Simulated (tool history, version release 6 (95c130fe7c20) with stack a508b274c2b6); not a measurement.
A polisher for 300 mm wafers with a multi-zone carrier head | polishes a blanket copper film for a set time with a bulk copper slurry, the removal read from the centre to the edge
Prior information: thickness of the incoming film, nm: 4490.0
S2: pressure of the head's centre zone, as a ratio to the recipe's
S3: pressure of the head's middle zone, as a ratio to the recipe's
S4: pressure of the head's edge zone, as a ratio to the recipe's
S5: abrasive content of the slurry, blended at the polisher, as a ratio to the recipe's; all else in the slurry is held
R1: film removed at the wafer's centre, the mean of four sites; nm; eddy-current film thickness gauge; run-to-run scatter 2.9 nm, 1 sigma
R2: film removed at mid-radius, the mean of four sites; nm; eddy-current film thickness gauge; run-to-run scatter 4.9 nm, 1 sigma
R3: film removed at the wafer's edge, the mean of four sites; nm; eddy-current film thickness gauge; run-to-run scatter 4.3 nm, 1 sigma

run 1 day=0 | flow_of_slurry_(ml/min)=280 S2=1 S3=1 S4=1 S5=1 polishing_time_(s)=40 | R1=422.6 R2=409.55 R3=401.43
run 2 day=0.121 | flow_of_slurry_(ml/min)=240 S2=1 S3=1 S4=1 S5=1 polishing_time_(s)=40 | R1=414.95 R2=409.97 R3=416.46
run 3 day=0.375 | flow_of_slurry_(ml/min)=240 S2=0.92 S3=1 S4=1 S5=1 polishing_time_(s)=40 | R1=377.46 R2=397.04 R3=410.3
run 4 day=0.696 | flow_of_slurry_(ml/min)=260 S2=0.92 S3=0.99 S4=0.98 S5=0.95 polishing_time_(s)=40 | R1=379.2 R2=397.62 R3=394.29
run 5 day=1.062 | flow_of_slurry_(ml/min)=260 S2=0.92 S3=0.99 S4=0.98 S5=0.95 polishing_time_(s)=31 | R1=299.76 R2=316.93 R3=318.43
run 6 day=1.267 | flow_of_slurry_(ml/min)=265 S2=0.94 S3=1 S4=0.98 S5=0.95 polishing_time_(s)=31 | R1=301.32 R2=312.06 R3=314.53
run 7 day=1.3 | flow_of_slurry_(ml/min)=270 S2=0.96 S3=1.01 S4=0.98 S5=1 polishing_time_(s)=31 | R1=313.51 R2=321.92 R3=323.14
run 8 day=1.6 | flow_of_slurry_(ml/min)=280 S2=0.97 S3=1.02 S4=0.97 S5=1 polishing_time_(s)=31 | R1=315.34 R2=324.61 R3=313.84
run 9 day=1.85 | flow_of_slurry_(ml/min)=285 S2=0.98 S3=1.03 S4=0.97 S5=1 polishing_time_(s)=31 | R1=318.13 R2=335.42 R3=311.86
run 10 day=2.133 | flow_of_slurry_(ml/min)=290 S2=0.99 S3=1.03 S4=0.97 S5=1 polishing_time_(s)=31 | R1=329.88 R2=332.74 R3=319.59

For run 11, what comes out?
run 11 day=2.458 | flow_of_slurry_(ml/min)=295 S2=1 S3=1.03 S4=0.97 S5=1 polishing_time_(s)=31 | R1=? R2=? R3=?

{"run 11": {"R1": 335.01, "R2": 329.69, "R3": 325.52}}

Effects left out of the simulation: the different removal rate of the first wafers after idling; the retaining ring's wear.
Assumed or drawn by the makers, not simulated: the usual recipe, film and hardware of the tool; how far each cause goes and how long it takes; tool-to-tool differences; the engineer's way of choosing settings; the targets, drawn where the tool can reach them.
